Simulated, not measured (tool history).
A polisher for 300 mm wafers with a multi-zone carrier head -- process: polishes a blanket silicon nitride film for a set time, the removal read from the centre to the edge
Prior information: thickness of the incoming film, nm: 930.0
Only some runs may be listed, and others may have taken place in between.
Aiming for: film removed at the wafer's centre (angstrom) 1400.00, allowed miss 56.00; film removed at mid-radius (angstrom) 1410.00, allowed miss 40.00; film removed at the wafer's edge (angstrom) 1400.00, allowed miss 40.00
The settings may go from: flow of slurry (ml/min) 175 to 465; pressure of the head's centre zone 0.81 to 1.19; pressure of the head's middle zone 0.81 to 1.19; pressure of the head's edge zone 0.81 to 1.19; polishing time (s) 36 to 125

run,hour,flow of slurry (ml/min),pressure of the head's centre zone,pressure of the head's middle zone,pressure of the head's edge zone,polishing time (s),film removed at the wafer's centre (angstrom),film removed at mid-radius (angstrom),film removed at the wafer's edge (angstrom)
1,0.0,295,1.00,1.00,1.00,80,930.79,888.77,913.09
2,3.6,295,1.00,1.00,1.03,80,920.84,883.08,929.46
3,4.6,300,1.01,1.02,1.05,84,977.14,951.08,996.55
4,7.9,230,1.01,1.02,1.05,84,951.18,932.26,953.50
5,16.1,230,0.98,1.02,1.05,84,936.21,925.66,970.76
6,19.4,175,0.98,1.02,1.05,84,884.11,908.47,948.78
7,21.7,195,0.99,1.04,1.07,87,932.16,974.42,999.80
8,25.6,215,1.01,1.05,1.09,90,1029.30,1016.10,1047.60
9,33.8,230,1.01,1.07,1.10,92,1048.80,1069.20,1071.40
10,37.1,240,1.01,1.08,1.11,95,1095.00,1135.20,1135.80
11,45.5,325,1.11,1.15,1.19,106,1353.60,1350.30,1337.00
12,53.1,335,1.10,1.15,1.19,108,1377.60,1376.70,1345.50

5 next moves are on the table. One of them brings every result within its allowed miss. Which?
A,60.7,280,1.03,1.19,1.13,109,?,?,?
B,60.7,275,1.03,1.13,1.16,109,?,?,?
C,60.7,335,1.18,1.19,1.14,103,?,?,?
D,60.7,385,1.06,1.13,1.07,111,?,?,?
E,60.7,390,1.05,1.11,1.14,112,?,?,?

move,film removed at the wafer's centre (angstrom),film removed at mid-radius (angstrom),film removed at the wafer's edge (angstrom)
A,1320.00,1420.70,1324.20
B,1317.20,1356.50,1341.70
C,1453.40,1360.90,1270.90
D,1421.10,1417.70,1337.60
E,1421.40,1409.90,1395.10
A: its largest miss is bigger than the last run's
B: its largest miss is bigger than the last run's
C: its largest miss is bigger than the last run's
D: its largest miss is bigger than the last run's
E: meets every target
Answer: E

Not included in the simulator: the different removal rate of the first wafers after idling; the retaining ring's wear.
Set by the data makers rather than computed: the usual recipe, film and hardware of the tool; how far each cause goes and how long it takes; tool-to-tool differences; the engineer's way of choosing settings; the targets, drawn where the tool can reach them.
